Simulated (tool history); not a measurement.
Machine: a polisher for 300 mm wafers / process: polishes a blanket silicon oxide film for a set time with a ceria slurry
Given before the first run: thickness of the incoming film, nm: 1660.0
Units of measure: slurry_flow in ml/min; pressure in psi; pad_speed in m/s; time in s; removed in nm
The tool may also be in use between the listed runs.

run 1 hour=0 | slurry_flow=160 pressure=2.8 pad_speed=1 time=24 | removed=109.49
run 2 hour=1.5 | slurry_flow=160 pressure=3 pad_speed=1 time=24 | removed=117.03
run 3 hour=3.5 | slurry_flow=160 pressure=3.4 pad_speed=1 time=24 | removed=129.56
run 4 hour=5.1 | slurry_flow=160 pressure=2.7 pad_speed=1 time=24 | removed=107.89
run 5 hour=11.9 | slurry_flow=160 pressure=2.7 pad_speed=0.9 time=24 | removed=92.663
run 6 hour=18.5 | slurry_flow=160 pressure=2 pad_speed=0.9 time=24 | removed=70.158
run 7 hour=24 | slurry_flow=160 pressure=2.5 pad_speed=0.92 time=24 | removed=89.911
run 8 hour=29.4 | slurry_flow=160 pressure=2.9 pad_speed=0.92 time=24 | removed=105.52
run 9 hour=34.6 | slurry_flow=160 pressure=3.1 pad_speed=0.92 time=24 | removed=109.77
run 10 hour=41.1 | slurry_flow=160 pressure=3.3 pad_speed=0.92 time=24 | removed=116.06
run 11 hour=43.9 | slurry_flow=160 pressure=3.5 pad_speed=0.92 time=24 | removed=125.41
run 12 hour=49.3 | slurry_flow=160 pressure=3.6 pad_speed=0.92 time=24 | removed=126.56
run 13 hour=57.1 | slurry_flow=160 pressure=3.7 pad_speed=0.92 time=24 | removed=131.35

What does the tool deliver on the next run?
run 14 hour=65.7 | slurry_flow=160 pressure=3.8 pad_speed=0.92 time=24 | removed=?

{"run 14": {"removed": 132.15}}
